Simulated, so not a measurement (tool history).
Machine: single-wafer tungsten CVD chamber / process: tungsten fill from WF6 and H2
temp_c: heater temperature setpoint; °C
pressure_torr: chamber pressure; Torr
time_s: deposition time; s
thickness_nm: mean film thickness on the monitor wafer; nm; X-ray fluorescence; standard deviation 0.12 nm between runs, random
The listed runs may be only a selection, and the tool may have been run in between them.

run	day	temp_c	pressure_torr	time_s	thickness_nm
1	0	380	31.9	37.9	74.385
2	0.317	376	31.9	37.9	69.256
3	0.354	374	31.9	37.9	66.472
4	0.412	364	31.9	37.9	54.878
5	0.438	368	31.9	37.9	59.557
6	0.529	367	31.9	37.9	58.225
7	0.55	366	31.9	37.9	57.04

Run 8, settings as shown, results not yet in. Your forecast:
8	0.65	359	31.9	37.9	?

Run 8 yielded thickness_nm 49.522 nm.
